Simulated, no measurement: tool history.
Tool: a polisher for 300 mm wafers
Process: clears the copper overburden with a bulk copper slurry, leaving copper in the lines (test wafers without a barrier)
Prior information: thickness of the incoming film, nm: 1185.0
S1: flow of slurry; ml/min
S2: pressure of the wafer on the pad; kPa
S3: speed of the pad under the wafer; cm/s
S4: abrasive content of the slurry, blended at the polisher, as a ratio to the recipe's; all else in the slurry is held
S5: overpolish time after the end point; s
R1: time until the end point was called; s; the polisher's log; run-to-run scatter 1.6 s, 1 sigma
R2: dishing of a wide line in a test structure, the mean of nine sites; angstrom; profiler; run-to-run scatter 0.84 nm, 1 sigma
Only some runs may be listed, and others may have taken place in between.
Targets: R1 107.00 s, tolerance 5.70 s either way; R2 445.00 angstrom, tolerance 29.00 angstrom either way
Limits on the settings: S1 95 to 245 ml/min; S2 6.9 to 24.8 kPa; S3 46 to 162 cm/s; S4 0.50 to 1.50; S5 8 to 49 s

run	day	S1	S2	S3	S4	S5	R1	R2
1	0.000	155	15.9	104	1.00	25	132.65	450.86
2	0.371	155	16.5	106	1.00	22	127.72	456.05
3	0.454	130	16.5	106	1.00	22	133.83	452.80
4	0.721	130	16.5	106	1.00	14	132.38	408.98
5	1.038	135	17.2	106	1.00	14	128.35	412.25
6	1.150	135	17.2	106	1.15	14	125.87	423.03
7	1.458	140	17.9	106	1.15	14	119.47	416.56
8	1.629	140	17.9	106	1.15	15	121.99	433.55
9	1.733	145	18.6	106	1.15	15	116.73	438.39
10	2.112	150	19.3	106	1.15	14	113.21	432.50

4 candidate next runs follow, results not yet known. Just one meets every target within its allowed miss. Identify it.
A	2.492	135	23.4	104	1.00	14	?	?
B	2.492	135	23.4	94	1.05	15	?	?
C	2.492	130	20.0	94	1.15	19	?	?
D	2.492	125	15.2	118	1.10	12	?	?

move	R1	R2
A	105.87	434.47
B	115.25	433.06
C	127.02	437.55
D	124.13	386.62
A: all results land within tolerance of their targets
B: moves away from the targets compared with the last run
C: moves away from the targets compared with the last run
D: moves away from the targets compared with the last run
The right move is A.
